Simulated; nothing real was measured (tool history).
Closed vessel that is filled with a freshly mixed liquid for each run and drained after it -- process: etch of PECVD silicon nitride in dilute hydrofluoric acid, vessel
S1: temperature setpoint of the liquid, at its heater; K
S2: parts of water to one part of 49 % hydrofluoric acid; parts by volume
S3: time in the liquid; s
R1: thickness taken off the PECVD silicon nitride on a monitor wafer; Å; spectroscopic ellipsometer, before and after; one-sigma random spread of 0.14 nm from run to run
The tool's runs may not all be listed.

run  hour      S1   S2   S3       R1
  1   0.0  295.15  120  660  112.760
  2   3.5  295.15  160  660   84.718
  3   6.5  297.15  160  660   96.882
  4  12.9  294.65  160  660   82.868
  5  17.7  294.65  190  660   69.477
  6  21.1  294.65  215  660   61.540
  7  22.5  298.65  165  670  103.760
  8  23.2  300.15  130  670  146.080
  9  30.8  301.15  110  670  184.240

Expected results for the next run?
 10  33.1  301.65  100  670   ?

R1: 208.350 Å

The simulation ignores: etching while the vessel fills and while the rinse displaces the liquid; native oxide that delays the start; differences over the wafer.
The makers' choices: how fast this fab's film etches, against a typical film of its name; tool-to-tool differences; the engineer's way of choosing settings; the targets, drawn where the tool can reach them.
